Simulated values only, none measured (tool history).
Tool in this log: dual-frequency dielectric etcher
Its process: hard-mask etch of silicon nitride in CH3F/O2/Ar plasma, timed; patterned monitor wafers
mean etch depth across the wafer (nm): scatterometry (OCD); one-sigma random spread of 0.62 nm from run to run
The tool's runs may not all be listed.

run	hour	source power (kW)	bias power (kW)	etch time (s)	mean etch depth across the wafer (nm)
1	0.0	0.370	0.084	244.5	167.50
2	5.7	0.390	0.084	244.5	171.36
3	12.7	0.420	0.087	245.0	181.16
4	21.0	0.440	0.088	245.0	186.65
5	26.1	0.450	0.089	245.0	188.98
6	31.0	0.420	0.089	245.0	183.29

Expected results for the next run?
7	33.8	0.440	0.090	245.0	?

Run 7 yielded mean etch depth across the wafer (nm) 188.84.
